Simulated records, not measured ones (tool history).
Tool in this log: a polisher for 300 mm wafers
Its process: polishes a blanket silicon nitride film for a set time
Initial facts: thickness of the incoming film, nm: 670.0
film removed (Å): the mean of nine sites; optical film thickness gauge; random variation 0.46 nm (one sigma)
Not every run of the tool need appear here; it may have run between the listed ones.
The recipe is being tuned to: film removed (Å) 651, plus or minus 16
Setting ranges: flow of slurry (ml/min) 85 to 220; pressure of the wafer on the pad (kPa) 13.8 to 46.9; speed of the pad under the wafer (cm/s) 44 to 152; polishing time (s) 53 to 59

run,hour,flow of slurry (ml/min),pressure of the wafer on the pad (kPa),speed of the pad under the wafer (cm/s),polishing time (s),film removed (Å)
1,0,140,30.3,98,59,1377.1
2,7.9,155,30.3,98,59,1427.8
3,16.3,155,30.3,106,59,1499.3
4,20,155,35.9,106,59,1772.8
5,27.2,140,29,96,59,1318.4
6,32.8,140,29,116,59,1519.2
7,40.9,130,24.1,102,59,1134.3
8,49.8,120,20.7,96,59,908.05
9,51.5,110,18.6,96,59,816.31
10,56.2,105,17.2,96,59,743.6
11,61.4,100,16.5,96,59,705.45
12,64.3,95,16.5,96,59,689.84
13,68.4,90,16.5,96,59,676.98
14,69.7,85,16.5,96,59,668.55

Exactly one of the 5 candidate moves below puts every result within its allowed miss. Which one?
A,71,90,16.5,96,59,?
B,71,95,16.5,102,55,?
C,71,85,19.3,92,53,?
D,71,85,13.8,126,59,?
E,71,100,14.5,102,59,?

move,film removed (Å)
A,695.36
B,691.93
C,685.92
D,714.44
E,664.34
A: moves away from the targets compared with the last run
B: moves away from the targets compared with the last run
C: moves away from the targets compared with the last run
D: moves away from the targets compared with the last run
E: each result inside its tolerance
Correct choice: E, which meets every target
